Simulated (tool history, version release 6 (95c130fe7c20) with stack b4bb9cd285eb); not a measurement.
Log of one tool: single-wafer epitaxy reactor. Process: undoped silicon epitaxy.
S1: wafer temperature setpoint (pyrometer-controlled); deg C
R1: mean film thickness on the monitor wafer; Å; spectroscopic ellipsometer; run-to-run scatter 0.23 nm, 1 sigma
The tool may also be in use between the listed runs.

{"run": 1, "hour": 0.0, "S1": 670, "deposition time (s)": 494, "R1": 1344.6}
{"run": 2, "hour": 6.3, "S1": 680, "deposition time (s)": 494, "R1": 1708.9}
{"run": 3, "hour": 8.7, "S1": 673, "deposition time (s)": 494, "R1": 1448.4}
{"run": 4, "hour": 16.2, "S1": 673, "deposition time (s)": 452, "R1": 1326.4}
{"run": 5, "hour": 19.2, "S1": 673, "deposition time (s)": 386, "R1": 1128.4}
{"run": 6, "hour": 23.6, "S1": 673, "deposition time (s)": 336, "R1": 981.46}
{"run": 7, "hour": 26.8, "S1": 672, "deposition time (s)": 336, "R1": 962.98}

Run 8 is up next; what results do you expect?
{"run": 8, "hour": 31.9, "S1": 671, "deposition time (s)": 336, "R1": "?"}

{"run 8": {"R1": 940.27}}

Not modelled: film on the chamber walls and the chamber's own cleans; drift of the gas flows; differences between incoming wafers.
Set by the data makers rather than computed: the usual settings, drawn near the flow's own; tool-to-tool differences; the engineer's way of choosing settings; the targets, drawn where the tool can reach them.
